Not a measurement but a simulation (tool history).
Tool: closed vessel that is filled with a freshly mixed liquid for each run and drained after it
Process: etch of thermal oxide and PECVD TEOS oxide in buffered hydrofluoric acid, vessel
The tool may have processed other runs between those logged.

run  hour  temperature setpoint of the liquid (C)  parts of 40 % ammonium fluoride to one part of 49 % hydrofluoric acid (parts by volume)  time in the liquid (s)  thickness taken off the thermal oxide on a monitor wafer (nm)  thickness taken off the PECVD TEOS oxide on a monitor wafer (nm)
  1   0.0                                    25.0                                                                                     19.0                      60                                                         35.485                                                            81.441
  2   2.7                                    25.0                                                                                     21.0                      60                                                         33.316                                                            74.573
  3   4.1                                    26.5                                                                                     20.0                      60                                                         37.012                                                            83.960
  4   5.8                                    26.5                                                                                     16.5                      60                                                         44.556                                                           103.350
  5  12.7                                    27.5                                                                                     16.5                      60                                                         46.738                                                           106.860
  6  16.5                                    28.5                                                                                     16.5                      60                                                         49.621                                                           112.140
  7  17.3                                    29.0                                                                                     16.0                      60                                                         52.618                                                           119.170
  8  21.9                                    29.5                                                                                     16.0                      60                                                         53.724                                                           124.480

The next listed run, before its measurement:
  9  24.4                                    30.0                                                                                     16.0                      60                                                              ?                                                                 ?

thickness taken off the thermal oxide on a monitor wafer (nm): 55.170
thickness taken off the PECVD TEOS oxide on a monitor wafer (nm): 126.500
